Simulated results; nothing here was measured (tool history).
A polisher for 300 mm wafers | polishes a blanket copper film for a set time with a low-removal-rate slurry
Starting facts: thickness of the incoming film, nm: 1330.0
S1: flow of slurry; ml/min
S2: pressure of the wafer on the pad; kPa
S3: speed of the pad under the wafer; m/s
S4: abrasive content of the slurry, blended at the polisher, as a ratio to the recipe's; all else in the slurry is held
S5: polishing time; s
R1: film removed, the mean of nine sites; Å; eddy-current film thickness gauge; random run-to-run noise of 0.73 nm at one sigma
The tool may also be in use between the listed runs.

Run 1, hour 0: S1 130 ml/min, S2 17.9 kPa, S3 1.32 m/s, S4 1, S5 32 s. Result: R1 1165.5 Å.
Run 2, hour 1.1: S1 125 ml/min, S2 16.5 kPa, S3 1.32 m/s, S4 1, S5 32 s. Result: R1 1052.3 Å.
Run 3, hour 4.1: S1 125 ml/min, S2 16.5 kPa, S3 1.32 m/s, S4 1, S5 29 s. Result: R1 971.63 Å.
Run 4, hour 11.9: S1 125 ml/min, S2 16.5 kPa, S3 1.32 m/s, S4 1.1, S5 29 s. Result: R1 987.64 Å.
Run 5, hour 13.4: S1 115 ml/min, S2 15.9 kPa, S3 1.32 m/s, S4 1.1, S5 29 s. Result: R1 897.01 Å.
Run 6, hour 15.4: S1 115 ml/min, S2 15.9 kPa, S3 1.32 m/s, S4 1.1, S5 32 s. Result: R1 1024.8 Å.
Run 7, hour 17: S1 115 ml/min, S2 15.9 kPa, S3 1.32 m/s, S4 1.1, S5 32 s. Result: R1 1020.9 Å.
Run 8, hour 23.5: S1 115 ml/min, S2 15.9 kPa, S3 1.32 m/s, S4 1.1, S5 32 s. Result: R1 1006.3 Å.
Run 9, hour 30.1: S1 110 ml/min, S2 15.2 kPa, S3 1.32 m/s, S4 1.1, S5 32 s. Result: R1 951.57 Å.
Run 10, hour 38.3: S1 105 ml/min, S2 15.2 kPa, S3 1.32 m/s, S4 1.1, S5 32 s. Result: R1 946.47 Å.

Predict the results of run 11:
Run 11, hour 46.2: S1 100 ml/min, S2 15.2 kPa, S3 1.32 m/s, S4 1.1, S5 32 s. Result: R1 ?.

{"run 11": {"R1": 938.01}}
